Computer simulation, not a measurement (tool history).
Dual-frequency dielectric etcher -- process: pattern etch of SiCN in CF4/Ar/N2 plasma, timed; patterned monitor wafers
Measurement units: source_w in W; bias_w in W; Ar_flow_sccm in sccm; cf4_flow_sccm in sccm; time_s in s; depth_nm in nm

| run | day | source_w | bias_w | Ar_flow_sccm | cf4_flow_sccm | time_s | depth_nm |
|---|---|---|---|---|---|---|---|
| 1 | 0.000 | 400 | 91 | 94 | 76 | 127.5 | 110.24 |
| 2 | 0.179 | 380 | 90 | 94 | 76 | 127.5 | 107.20 |
| 3 | 0.517 | 380 | 90 | 94 | 76 | 133.0 | 110.94 |
| 4 | 0.608 | 410 | 90 | 94 | 76 | 133.0 | 117.91 |
| 5 | 0.938 | 410 | 90 | 82 | 76 | 133.0 | 119.03 |
| 6 | 0.992 | 410 | 90 | 82 | 71 | 133.0 | 116.41 |
| 7 | 1.225 | 370 | 89 | 82 | 71 | 133.0 | 108.58 |

Run 8 comes next. What will it give?
| 8 | 1.258 | 340 | 88 | 82 | 71 | 133.0 | ? |

{"run 8": {"depth_nm": 100.48}}
